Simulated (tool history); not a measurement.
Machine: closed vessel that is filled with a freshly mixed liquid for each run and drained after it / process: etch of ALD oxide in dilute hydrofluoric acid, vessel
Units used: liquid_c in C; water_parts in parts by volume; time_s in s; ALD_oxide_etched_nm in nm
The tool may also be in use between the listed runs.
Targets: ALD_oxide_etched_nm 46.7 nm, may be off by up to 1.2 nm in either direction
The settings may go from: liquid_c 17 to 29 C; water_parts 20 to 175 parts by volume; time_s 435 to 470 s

{"run": 1, "day": 0.0, "liquid_c": 21, "water_parts": 95, "time_s": 435, "ALD_oxide_etched_nm": 68.3}
{"run": 2, "day": 0.258, "liquid_c": 21, "water_parts": 120, "time_s": 435, "ALD_oxide_etched_nm": 52.608}
{"run": 3, "day": 0.454, "liquid_c": 18.5, "water_parts": 120, "time_s": 435, "ALD_oxide_etched_nm": 47.982}
{"run": 4, "day": 0.646, "liquid_c": 18.5, "water_parts": 90, "time_s": 435, "ALD_oxide_etched_nm": 66.315}
{"run": 5, "day": 0.975, "liquid_c": 18.5, "water_parts": 90, "time_s": 470, "ALD_oxide_etched_nm": 71.428}
{"run": 6, "day": 1.142, "liquid_c": 18, "water_parts": 100, "time_s": 470, "ALD_oxide_etched_nm": 62.015}
{"run": 7, "day": 1.358, "liquid_c": 17.5, "water_parts": 105, "time_s": 470, "ALD_oxide_etched_nm": 57.579}
{"run": 8, "day": 1.404, "liquid_c": 17.5, "water_parts": 105, "time_s": 470, "ALD_oxide_etched_nm": 57.072}
{"run": 9, "day": 1.596, "liquid_c": 17.5, "water_parts": 105, "time_s": 470, "ALD_oxide_etched_nm": 57.284}
{"run": 10, "day": 1.883, "liquid_c": 17.5, "water_parts": 110, "time_s": 470, "ALD_oxide_etched_nm": 54.387}
{"run": 11, "day": 1.942, "liquid_c": 17.5, "water_parts": 115, "time_s": 470, "ALD_oxide_etched_nm": 51.709}
{"run": 12, "day": 2.0, "liquid_c": 17, "water_parts": 120, "time_s": 470, "ALD_oxide_etched_nm": 48.507}

Which single option among these 5 for the next run brings every result within its allowed miss of target? Just one does.
{"run": "A", "day": 2.058, "liquid_c": 17.5, "water_parts": 115, "time_s": 450, "ALD_oxide_etched_nm": "?"}
{"run": "B", "day": 2.058, "liquid_c": 17.5, "water_parts": 120, "time_s": 445, "ALD_oxide_etched_nm": "?"}
{"run": "C", "day": 2.058, "liquid_c": 17, "water_parts": 115, "time_s": 470, "ALD_oxide_etched_nm": "?"}
{"run": "D", "day": 2.058, "liquid_c": 17, "water_parts": 115, "time_s": 460, "ALD_oxide_etched_nm": "?"}
{"run": "E", "day": 2.058, "liquid_c": 17.5, "water_parts": 120, "time_s": 470, "ALD_oxide_etched_nm": "?"}

move=A ALD_oxide_etched_nm=49.516
move=B ALD_oxide_etched_nm=46.686
move=C ALD_oxide_etched_nm=50.649
move=D ALD_oxide_etched_nm=49.571
move=E ALD_oxide_etched_nm=49.308
A: the biggest miss grows against the last run
B: every result within its allowed miss
C: the biggest miss grows against the last run
D: the biggest miss grows against the last run
E: the biggest miss grows against the last run
So the answer is move B, the one that meets all the targets.
